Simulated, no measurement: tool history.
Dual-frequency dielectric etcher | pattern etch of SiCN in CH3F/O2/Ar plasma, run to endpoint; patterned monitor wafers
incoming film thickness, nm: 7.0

| run | hour | source power (kW) | bias power (kW) | endpoint time (s) |
|---|---|---|---|---|
| 1 | 0.0 | 0.500 | 0.099 | 13.906 |
| 2 | 8.4 | 0.540 | 0.102 | 13.333 |
| 3 | 17.1 | 0.570 | 0.104 | 13.065 |
| 4 | 20.0 | 0.570 | 0.111 | 12.699 |
| 5 | 26.2 | 0.590 | 0.112 | 12.535 |
| 6 | 32.6 | 0.520 | 0.112 | 12.988 |
| 7 | 40.6 | 0.550 | 0.114 | 12.642 |

Forecast run 8:
| 8 | 44.7 | 0.570 | 0.115 | ? |

{"run 8": {"endpoint time (s)": 12.505}}

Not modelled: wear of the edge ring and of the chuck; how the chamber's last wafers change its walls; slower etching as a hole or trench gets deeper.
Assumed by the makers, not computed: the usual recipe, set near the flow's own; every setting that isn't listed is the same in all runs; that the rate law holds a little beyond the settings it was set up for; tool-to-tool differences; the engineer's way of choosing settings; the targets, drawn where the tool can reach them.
